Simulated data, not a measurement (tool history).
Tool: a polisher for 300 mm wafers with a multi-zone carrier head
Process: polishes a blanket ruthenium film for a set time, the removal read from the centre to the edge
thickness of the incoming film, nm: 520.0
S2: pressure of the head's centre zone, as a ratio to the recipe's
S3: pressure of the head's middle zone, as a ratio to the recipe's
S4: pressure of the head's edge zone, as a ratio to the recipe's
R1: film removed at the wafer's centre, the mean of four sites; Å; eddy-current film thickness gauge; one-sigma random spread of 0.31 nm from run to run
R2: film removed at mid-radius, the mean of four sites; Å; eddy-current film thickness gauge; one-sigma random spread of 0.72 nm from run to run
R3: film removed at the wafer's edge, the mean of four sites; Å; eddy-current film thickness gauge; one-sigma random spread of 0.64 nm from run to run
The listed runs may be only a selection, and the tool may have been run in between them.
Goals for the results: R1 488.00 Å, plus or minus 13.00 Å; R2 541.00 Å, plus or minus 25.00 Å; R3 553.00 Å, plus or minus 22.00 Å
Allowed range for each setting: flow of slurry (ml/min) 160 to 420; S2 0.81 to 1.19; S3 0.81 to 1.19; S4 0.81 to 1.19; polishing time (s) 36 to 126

run 1 hour=0.0 | flow_of_slurry_(ml/min)=270 S2=1.00 S3=1.00 S4=1.00 polishing_time_(s)=81 | R1=976.70 R2=944.73 R3=1023.50
run 2 hour=1.2 | flow_of_slurry_(ml/min)=270 S2=1.00 S3=1.00 S4=0.92 polishing_time_(s)=81 | R1=991.59 R2=932.86 R3=990.70
run 3 hour=7.5 | flow_of_slurry_(ml/min)=260 S2=0.95 S3=1.01 S4=0.90 polishing_time_(s)=66 | R1=768.60 R2=764.87 R3=784.33
run 4 hour=8.9 | flow_of_slurry_(ml/min)=245 S2=0.90 S3=1.00 S4=0.89 polishing_time_(s)=59 | R1=650.18 R2=679.11 R3=700.64
run 5 hour=14.9 | flow_of_slurry_(ml/min)=245 S2=0.90 S3=1.00 S4=0.85 polishing_time_(s)=59 | R1=664.32 R2=679.93 R3=685.80
run 6 hour=23.0 | flow_of_slurry_(ml/min)=235 S2=0.87 S3=0.99 S4=0.85 polishing_time_(s)=54 | R1=590.31 R2=608.41 R3=644.34
run 7 hour=26.2 | flow_of_slurry_(ml/min)=230 S2=0.85 S3=1.00 S4=0.84 polishing_time_(s)=51 | R1=544.20 R2=579.41 R3=595.38
run 8 hour=29.3 | flow_of_slurry_(ml/min)=215 S2=0.84 S3=1.00 S4=0.83 polishing_time_(s)=50 | R1=522.14 R2=552.06 R3=576.17
-- hour=32.1 edge zone pressure recalibrated
run 9 hour=32.1 | flow_of_slurry_(ml/min)=200 S2=0.83 S3=1.01 S4=0.83 polishing_time_(s)=50 | R1=521.34 R2=580.68 R3=538.79
run 10 hour=40.3 | flow_of_slurry_(ml/min)=200 S2=0.83 S3=1.01 S4=0.83 polishing_time_(s)=50 | R1=510.86 R2=565.40 R3=554.99
run 11 hour=41.0 | flow_of_slurry_(ml/min)=200 S2=0.83 S3=1.01 S4=0.83 polishing_time_(s)=50 | R1=513.00 R2=573.89 R3=544.91
run 12 hour=43.6 | flow_of_slurry_(ml/min)=200 S2=0.83 S3=1.01 S4=0.83 polishing_time_(s)=50 | R1=511.72 R2=561.98 R3=543.55
run 13 hour=49.1 | flow_of_slurry_(ml/min)=200 S2=0.83 S3=1.01 S4=0.83 polishing_time_(s)=50 | R1=514.96 R2=569.01 R3=548.96
run 14 hour=54.0 | flow_of_slurry_(ml/min)=195 S2=0.82 S3=1.00 S4=0.85 polishing_time_(s)=50 | R1=504.78 R2=566.20 R3=548.19

Exactly one of the 5 candidate moves below puts every result within its allowed miss. Which one?
run A hour=58.9 | flow_of_slurry_(ml/min)=200 S2=0.81 S3=1.09 S4=0.96 polishing_time_(s)=52 | R1=? R2=? R3=?
run B hour=58.9 | flow_of_slurry_(ml/min)=160 S2=0.81 S3=0.98 S4=0.94 polishing_time_(s)=49 | R1=? R2=? R3=?
run C hour=58.9 | flow_of_slurry_(ml/min)=160 S2=0.83 S3=1.12 S4=0.83 polishing_time_(s)=52 | R1=? R2=? R3=?
run D hour=58.9 | flow_of_slurry_(ml/min)=160 S2=0.83 S3=1.11 S4=0.87 polishing_time_(s)=51 | R1=? R2=? R3=?
run E hour=58.9 | flow_of_slurry_(ml/min)=235 S2=0.82 S3=0.93 S4=0.82 polishing_time_(s)=50 | R1=? R2=? R3=?

move=A R1=525.62 R2=624.65 R3=610.05
move=B R1=484.81 R2=546.63 R3=561.82
move=C R1=524.18 R2=622.13 R3=562.77
move=D R1=514.08 R2=607.19 R3=563.72
move=E R1=517.06 R2=560.91 R3=551.98
A: moves away from the targets compared with the last run
B: every result lands within tolerance
C: moves away from the targets compared with the last run
D: moves away from the targets compared with the last run
E: moves away from the targets compared with the last run
The move that meets every target is B.

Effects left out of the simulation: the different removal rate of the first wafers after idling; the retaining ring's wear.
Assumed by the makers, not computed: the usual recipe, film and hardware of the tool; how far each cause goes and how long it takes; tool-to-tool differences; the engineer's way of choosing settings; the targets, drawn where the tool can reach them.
